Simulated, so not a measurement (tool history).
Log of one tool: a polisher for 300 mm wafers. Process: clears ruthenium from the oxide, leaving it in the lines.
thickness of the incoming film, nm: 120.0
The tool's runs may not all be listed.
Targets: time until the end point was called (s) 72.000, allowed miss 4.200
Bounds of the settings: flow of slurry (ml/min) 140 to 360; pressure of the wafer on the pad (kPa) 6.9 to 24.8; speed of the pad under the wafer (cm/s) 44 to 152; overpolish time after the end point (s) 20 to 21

run,hour,flow of slurry (ml/min),pressure of the wafer on the pad (kPa),speed of the pad under the wafer (cm/s),overpolish time after the end point (s),time until the end point was called (s)
1,0.0,230,15.9,98,20,89.036
2,6.5,230,12.4,98,20,108.730
3,9.3,230,9.0,98,20,143.630
4,10.0,230,9.0,76,20,181.640
5,17.2,230,11.7,78,20,139.780
6,21.1,230,13.8,80,20,118.140
7,25.2,230,15.2,82,20,108.570
8,31.9,230,16.5,84,20,100.210
9,37.5,230,17.9,86,20,90.586
10,39.7,230,18.6,86,20,88.212
11,43.0,230,19.3,86,20,84.797
12,52.0,230,20.0,86,20,81.638

Which of these 4 next moves meets every target?
A,61.0,230,19.3,86,21,?
B,61.0,200,21.4,78,21,?
C,61.0,195,19.3,76,20,?
D,61.0,225,18.6,104,20,?

move,time until the end point was called (s)
A,83.395
B,85.417
C,96.147
D,71.808
A: further off than the last run
B: further off than the last run
C: further off than the last run
D: meets every target
The right move is D.
